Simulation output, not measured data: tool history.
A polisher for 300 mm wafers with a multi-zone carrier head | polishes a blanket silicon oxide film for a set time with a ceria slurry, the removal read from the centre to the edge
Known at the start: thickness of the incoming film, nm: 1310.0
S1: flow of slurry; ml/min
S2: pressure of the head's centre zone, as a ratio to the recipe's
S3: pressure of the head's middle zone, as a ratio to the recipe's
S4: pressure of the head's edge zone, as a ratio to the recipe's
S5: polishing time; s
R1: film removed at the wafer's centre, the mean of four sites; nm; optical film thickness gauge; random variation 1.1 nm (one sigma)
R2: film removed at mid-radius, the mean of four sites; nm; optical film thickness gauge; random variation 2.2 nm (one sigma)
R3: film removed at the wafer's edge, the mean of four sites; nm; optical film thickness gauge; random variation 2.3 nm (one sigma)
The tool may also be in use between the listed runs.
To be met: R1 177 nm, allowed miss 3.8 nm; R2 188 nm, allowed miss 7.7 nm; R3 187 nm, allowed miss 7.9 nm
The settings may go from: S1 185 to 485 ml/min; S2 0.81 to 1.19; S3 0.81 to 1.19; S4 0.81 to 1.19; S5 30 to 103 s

run 1 hour=0 | S1=310 S2=1 S3=1 S4=1 S5=66 | R1=326.73 R2=320.57 R3=322.81
run 2 hour=2.6 | S1=305 S2=0.97 S3=0.98 S4=0.97 S5=60 | R1=287.08 R2=285.87 R3=286.39
run 3 hour=10.8 | S1=300 S2=0.94 S3=0.96 S4=0.94 S5=56 | R1=258.62 R2=259.16 R3=263.41
run 4 hour=18.8 | S1=295 S2=0.92 S3=0.95 S4=0.92 S5=53 | R1=238.51 R2=244.65 R3=246.65
run 5 hour=19.7 | S1=295 S2=0.92 S3=0.95 S4=0.95 S5=53 | R1=239.94 R2=243.53 R3=251.27
run 6 hour=21.5 | S1=295 S2=0.92 S3=0.95 S4=0.95 S5=40 | R1=180.6 R2=189.74 R3=191.87
-- hour=27.3 slurry nozzle cleaned
run 7 hour=27.3 | S1=290 S2=0.92 S3=0.95 S4=0.95 S5=40 | R1=182.35 R2=190.59 R3=190.59
run 8 hour=36.1 | S1=285 S2=0.92 S3=0.95 S4=0.95 S5=40 | R1=183.24 R2=192.92 R3=190.88
run 9 hour=37.3 | S1=280 S2=0.92 S3=0.95 S4=0.95 S5=40 | R1=181.72 R2=184.94 R3=193.47
run 10 hour=38.9 | S1=280 S2=0.92 S3=0.95 S4=0.94 S5=40 | R1=182.87 R2=188.82 R3=186.67
run 11 hour=43.2 | S1=280 S2=0.92 S3=0.95 S4=0.94 S5=40 | R1=181.68 R2=186.73 R3=190.64

5 next moves are on the table. One of them brings every result within its allowed miss. Which?
run A hour=47.5 | S1=280 S2=0.96 S3=0.97 S4=0.93 S5=39 | R1=? R2=? R3=?
run B hour=47.5 | S1=255 S2=0.89 S3=0.96 S4=0.94 S5=42 | R1=? R2=? R3=?
run C hour=47.5 | S1=190 S2=0.91 S3=0.98 S4=0.93 S5=40 | R1=? R2=? R3=?
run D hour=47.5 | S1=250 S2=0.96 S3=0.96 S4=0.89 S5=40 | R1=? R2=? R3=?
run E hour=47.5 | S1=205 S2=0.94 S3=0.86 S4=1.02 S5=41 | R1=? R2=? R3=?

move=A R1=187.6 R2=185.98 R3=186.84
move=B R1=186.02 R2=197.53 R3=201.28
move=C R1=177.66 R2=188.03 R3=188.28
move=D R1=190.97 R2=187.84 R3=187.33
move=E R1=188.97 R2=173.62 R3=201.65
A: further off than the last run
B: further off than the last run
C: meets every target
D: further off than the last run
E: further off than the last run
The right move is C.
